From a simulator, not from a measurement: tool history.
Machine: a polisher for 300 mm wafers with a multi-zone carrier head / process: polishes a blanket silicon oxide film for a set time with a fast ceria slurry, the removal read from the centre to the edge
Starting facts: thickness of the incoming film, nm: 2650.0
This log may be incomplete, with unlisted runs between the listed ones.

run,hour,flow of slurry (ml/min),pressure of the head's centre zone,pressure of the head's middle zone,pressure of the head's edge zone,polishing time (s),film removed at the wafer's centre (nm),film removed at mid-radius (nm),film removed at the wafer's edge (nm)
1,0.0,160,1.00,1.00,1.00,87,890.87,928.78,944.87
2,4.2,180,1.00,1.00,1.00,87,914.32,939.37,941.17
3,5.2,170,1.04,0.99,1.04,91,979.49,967.74,1010.60
4,12.6,170,1.04,0.94,1.04,91,991.39,935.01,1002.20
5,18.7,170,1.04,0.94,1.10,91,980.50,947.64,1036.30
6,25.6,140,1.04,0.94,1.10,91,941.21,910.55,994.81

What will run 7 give?
7,28.0,165,1.07,0.94,1.12,92,?,?,?

{"run 7": {"film removed at the wafer's centre (nm)": 1019.6, "film removed at mid-radius (nm)": 934.42, "film removed at the wafer's edge (nm)": 1051.8}}

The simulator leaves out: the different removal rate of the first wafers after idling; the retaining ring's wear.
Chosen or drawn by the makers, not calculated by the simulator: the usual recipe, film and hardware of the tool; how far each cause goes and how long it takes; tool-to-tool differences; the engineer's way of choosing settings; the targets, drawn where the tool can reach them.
